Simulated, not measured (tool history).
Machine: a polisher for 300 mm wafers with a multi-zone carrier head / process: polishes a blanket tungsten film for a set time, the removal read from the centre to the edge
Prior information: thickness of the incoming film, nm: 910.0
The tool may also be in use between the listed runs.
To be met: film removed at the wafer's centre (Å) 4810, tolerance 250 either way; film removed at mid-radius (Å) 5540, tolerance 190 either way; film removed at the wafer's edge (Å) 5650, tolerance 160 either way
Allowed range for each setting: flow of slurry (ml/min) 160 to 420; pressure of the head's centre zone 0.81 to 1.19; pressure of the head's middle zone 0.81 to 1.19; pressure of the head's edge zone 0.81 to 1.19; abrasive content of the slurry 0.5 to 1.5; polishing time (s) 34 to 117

run  hour  flow of slurry (ml/min)  pressure of the head's centre zone  pressure of the head's middle zone  pressure of the head's edge zone  abrasive content of the slurry  polishing time (s)  film removed at the wafer's centre (Å)  film removed at mid-radius (Å)  film removed at the wafer's edge (Å)
  1     0                      270                                   1                                   1                                 1                               1                  75                                  3717.4                          3712.9                                3907.4
  2     6                      275                                0.99                                1.03                              1.03                             1.1                  78                                  4032.5                          4050.5                                4274.9
  3  14.9                      280                                0.97                                1.06                              1.05                             1.2                  80                                  4115.8                          4443.8                                4551.4
  4  16.2                      285                                0.97                                1.08                              1.08                            1.25                  81                                  4120.7                          4532.5                                4605.5
  5  23.5                      285                                0.97                                1.16                              1.08                            1.25                  81                                  4188.4                          4694.5                                4696.2
  6  24.7                      285                                0.97                                1.16                               1.1                             1.3                  83                                  4301.7                          5040.6                                4893.1
  7  27.5                      285                                0.97                                1.13                              1.12                            1.35                  85                                  4430.5                          5006.6                                5048.6
  8  32.7                      285                                0.97                                1.13                              1.13                             1.4                  86                                  4477.2                          5165.6                                5213.3
     39.3  -- edge zone pressure recalibrated
  9  39.3                      290                                0.97                                1.13                              1.14                             1.4                  87                                  4589.4                          5176.1                                5071.6
 10  42.6                      270                                0.97                                1.13                              1.12                             1.4                  88                                  4681.1                          5272.2                                5068.5
 11  44.1                      290                                0.97                                1.13                              1.13                             1.4                  88                                    4623                          5230.8                                5084.5
 12  47.2                      280                                0.96                                1.12                              1.14                            1.35                  90                                  4612.6                          5333.5                                5158.7
 13  53.1                      305                                0.96                                1.12                              1.15                             1.4                  90                                  4679.3                          5401.2                                5223.7

Next run, 5 choices. One meets every target within its allowed miss, the rest don't. Which?
  A    59                      160                                0.94                                0.98                              1.19                             1.5                  99                                       ?                               ?                                     ?
  B    59                      185                                0.84                                1.06                              1.16                            1.45                 100                                       ?                               ?                                     ?
  C    59                      160                                0.93                                1.09                              1.19                             1.5                  95                                       ?                               ?                                     ?
  D    59                      240                                0.88                                1.08                              1.18                             1.5                  92                                       ?                               ?                                     ?
  E    59                      215                                0.93                                1.09                              1.11                            1.45                 100                                       ?                               ?                                     ?

move  film removed at the wafer's centre (Å)  film removed at mid-radius (Å)  film removed at the wafer's edge (Å)
   A                                  4569.2                            4850                                5546.4
   B                                  4230.6                          5345.5                                5609.1
   C                                  4340.9                          5081.7                                5314.7
   D                                  4309.9                          5249.2                                5407.3
   E                                  4826.5                          5611.6                                5603.8
A: brings the last run's worst result on target, with another outside its allowed miss
B: brings the last run's worst result on target, with another outside its allowed miss
C: gains on the last run, yet a result remains outside its allowed miss
D: gains on the last run, yet a result remains outside its allowed miss
E: in spec on every target
The right move is E.
